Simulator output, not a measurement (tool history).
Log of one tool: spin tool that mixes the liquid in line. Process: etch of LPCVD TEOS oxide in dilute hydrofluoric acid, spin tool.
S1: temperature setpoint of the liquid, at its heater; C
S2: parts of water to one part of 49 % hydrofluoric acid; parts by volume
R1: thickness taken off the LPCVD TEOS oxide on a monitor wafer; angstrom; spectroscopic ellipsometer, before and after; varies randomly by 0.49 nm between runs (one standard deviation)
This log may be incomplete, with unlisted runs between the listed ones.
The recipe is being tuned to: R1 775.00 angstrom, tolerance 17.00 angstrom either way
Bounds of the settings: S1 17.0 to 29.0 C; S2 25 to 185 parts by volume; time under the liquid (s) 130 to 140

{"run": 1, "day": 0.0, "S1": 21.0, "S2": 105, "time under the liquid (s)": 130, "R1": 637.52}
{"run": 2, "day": 0.362, "S1": 24.0, "S2": 105, "time under the liquid (s)": 130, "R1": 719.42}
{"run": 3, "day": 0.433, "S1": 24.0, "S2": 70, "time under the liquid (s)": 130, "R1": 1122.9}
{"run": 4, "day": 0.571, "S1": 22.0, "S2": 70, "time under the liquid (s)": 130, "R1": 1035.3}
{"run": 5, "day": 0.904, "S1": 20.5, "S2": 70, "time under the liquid (s)": 130, "R1": 972.6}
{"run": 6, "day": 1.204, "S1": 19.5, "S2": 70, "time under the liquid (s)": 130, "R1": 932.81}
{"run": 7, "day": 1.479, "S1": 19.0, "S2": 70, "time under the liquid (s)": 130, "R1": 910.56}
{"run": 8, "day": 1.629, "S1": 19.0, "S2": 70, "time under the liquid (s)": 130, "R1": 919.36}
{"run": 9, "day": 1.733, "S1": 18.5, "S2": 70, "time under the liquid (s)": 130, "R1": 881.8}
{"run": 10, "day": 1.762, "S1": 18.0, "S2": 70, "time under the liquid (s)": 130, "R1": 878.22}
{"run": 11, "day": 1.85, "S1": 17.5, "S2": 70, "time under the liquid (s)": 130, "R1": 846.38}

4 next moves are on the table. One of them brings every result within its allowed miss. Which?
{"run": "A", "day": 1.938, "S1": 20.0, "S2": 90, "time under the liquid (s)": 130, "R1": "?"}
{"run": "B", "day": 1.938, "S1": 17.0, "S2": 75, "time under the liquid (s)": 130, "R1": "?"}
{"run": "C", "day": 1.938, "S1": 22.0, "S2": 95, "time under the liquid (s)": 130, "R1": "?"}
{"run": "D", "day": 1.938, "S1": 17.0, "S2": 85, "time under the liquid (s)": 140, "R1": "?"}

move=A R1=716.85
move=B R1=770.89
move=C R1=732.78
move=D R1=724.71
A: takes the biggest miss from the last run beyond its target
B: hits every target within its allowed miss
C: takes the biggest miss from the last run beyond its target
D: takes the biggest miss from the last run beyond its target
B is the move that brings every result within its allowed miss.

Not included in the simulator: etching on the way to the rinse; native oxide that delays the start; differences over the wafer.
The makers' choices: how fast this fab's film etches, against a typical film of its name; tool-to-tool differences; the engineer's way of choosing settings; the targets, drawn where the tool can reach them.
